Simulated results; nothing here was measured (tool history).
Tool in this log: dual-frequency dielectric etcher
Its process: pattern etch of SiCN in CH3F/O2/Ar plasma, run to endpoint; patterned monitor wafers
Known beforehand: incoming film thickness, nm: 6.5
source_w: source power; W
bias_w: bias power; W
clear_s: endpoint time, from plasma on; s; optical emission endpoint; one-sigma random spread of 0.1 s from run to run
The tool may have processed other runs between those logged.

run	hour	source_w	bias_w	clear_s
1	0	460	84	14.404
2	4.5	470	85	14.328
3	13.3	420	85	14.742
4	19.8	440	86	14.354
5	27.8	500	86	14.081
6	32.6	430	86	14.713

What does the tool deliver on the next run?
7	41.4	450	87	?

clear_s: 14.31 s

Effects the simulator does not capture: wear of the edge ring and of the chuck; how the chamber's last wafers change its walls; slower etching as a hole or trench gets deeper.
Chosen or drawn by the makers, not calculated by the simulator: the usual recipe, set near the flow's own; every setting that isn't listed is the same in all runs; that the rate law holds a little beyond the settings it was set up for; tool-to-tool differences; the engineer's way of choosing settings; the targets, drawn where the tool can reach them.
